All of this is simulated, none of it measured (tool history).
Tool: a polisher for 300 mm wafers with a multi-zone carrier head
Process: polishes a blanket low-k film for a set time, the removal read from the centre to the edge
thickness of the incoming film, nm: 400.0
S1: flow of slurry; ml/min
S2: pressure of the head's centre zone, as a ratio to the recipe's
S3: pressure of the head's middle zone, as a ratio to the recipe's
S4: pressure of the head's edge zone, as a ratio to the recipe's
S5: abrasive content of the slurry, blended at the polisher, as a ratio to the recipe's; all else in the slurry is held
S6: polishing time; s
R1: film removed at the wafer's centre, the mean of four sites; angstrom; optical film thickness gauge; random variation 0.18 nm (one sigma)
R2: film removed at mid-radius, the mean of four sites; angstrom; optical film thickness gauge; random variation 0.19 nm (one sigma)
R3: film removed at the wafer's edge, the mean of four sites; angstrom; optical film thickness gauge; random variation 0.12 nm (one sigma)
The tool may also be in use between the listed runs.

run,hour,S1,S2,S3,S4,S5,S6,R1,R2,R3
1,0,230,1,1,1,1,33,93.443,97.031,92.281
2,4.8,235,1.02,1.02,1.01,1.05,34,102.14,104.85,97.269
3,12.4,240,1.03,1.03,1.02,1.1,35,107.27,106.33,101.32
4,19,210,1.03,1.03,1.02,1.1,35,104.94,107.44,100.33
5,24,215,1.03,1.04,1.02,1.15,36,108.53,110.6,104.27
6,24.8,220,1.04,1.06,1.02,1.2,37,113.53,120.24,110.01
7,30.7,230,1.05,1.07,1.02,1.25,38,121.61,125.87,114.86
8,32.6,235,1.06,1.08,1.02,1.3,39,129.76,133.32,118.45
9,33.6,240,1.07,1.09,1.03,1.3,40,134.98,137.41,121.25

Run 10 comes next. What will it give?
10,42.6,245,1.07,1.09,1.03,1.3,41,?,?,?

{"run 10": {"R1": 136.13, "R2": 138.85, "R3": 125.84}}
